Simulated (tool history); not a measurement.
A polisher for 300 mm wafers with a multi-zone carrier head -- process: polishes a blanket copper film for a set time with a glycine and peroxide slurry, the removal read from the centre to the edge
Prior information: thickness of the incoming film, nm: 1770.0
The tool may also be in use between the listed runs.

run,hour,flow of slurry (ml/min),pressure of the head's centre zone,pressure of the head's middle zone,pressure of the head's edge zone,polishing time (s),film removed at the wafer's centre (Å),film removed at mid-radius (Å),film removed at the wafer's edge (Å)
1,0,230,1,1,1,66,3041.7,3073.8,3089.2
2,1.9,230,1,1,0.93,66,3052.5,3166.8,2954
3,9.6,230,1,1,0.9,66,3047,3086.2,2932.8
4,17.6,225,0.98,0.98,0.9,64,2882.7,2958,2866.1
5,19.9,225,1.04,0.98,0.9,64,3105.3,2918.8,2869
6,28.1,225,1.04,0.94,0.9,64,3123,2766.4,2832.2
7,36.8,220,1.02,0.93,0.9,62,2887.8,2740.8,2786.3

Estimate the outcome of run 8 from the log above:
8,39.7,220,1.01,0.92,0.91,59,?,?,?

film removed at the wafer's centre (Å): 2726.6
film removed at mid-radius (Å): 2596.8
film removed at the wafer's edge (Å): 2620.4
